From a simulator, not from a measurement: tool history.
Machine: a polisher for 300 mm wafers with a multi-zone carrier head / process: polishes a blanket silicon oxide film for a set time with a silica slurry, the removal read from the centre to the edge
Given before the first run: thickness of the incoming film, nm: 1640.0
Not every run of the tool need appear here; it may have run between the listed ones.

run  hour  flow of slurry (ml/min)  pressure of the head's centre zone  pressure of the head's middle zone  pressure of the head's edge zone  abrasive content of the slurry  polishing time (s)  film removed at the wafer's centre (nm)  film removed at mid-radius (nm)  film removed at the wafer's edge (nm)
  1     0                      160                                   1                                   1                                 1                               1                  54                                   178.49                           172.91                                 179.27
  2   2.3                      160                                   1                                1.07                                 1                               1                  54                                   176.77                           184.79                                 179.02
  3   9.7                      160                                   1                                1.07                                 1                               1                  67                                   217.61                           225.03                                 221.13
  4  11.9                      145                                   1                                1.07                                 1                               1                  67                                   217.08                            223.1                                 218.14
  5  19.8                      150                                1.01                                1.07                              1.01                            1.05                  67                                   224.51                           229.72                                 225.08
  6  21.8                      155                                1.02                                1.07                              1.02                            1.05                  67                                   227.27                           233.22                                 227.27
  7  26.1                      160                                1.03                                1.07                              1.03                            1.05                  67                                   232.35                            229.1                                 228.34
  8  29.9                      165                                1.03                                1.07                              1.04                             1.1                  67                                    242.6                           245.16                                 241.81
  9  36.3                      170                                1.03                                1.07                              1.05                             1.1                  67                                   242.41                           243.91                                 232.95
 10  37.9                      165                                1.03                                1.06                              1.05                            1.15                  67                                   241.45                           245.46                                 244.72

What will run 11 give?
 11  41.4                      170                                1.03                                1.06                              1.05                            1.15                  67                                        ?                                ?                                      ?

film removed at the wafer's centre (nm): 242.61
film removed at mid-radius (nm): 252.8
film removed at the wafer's edge (nm): 245.49
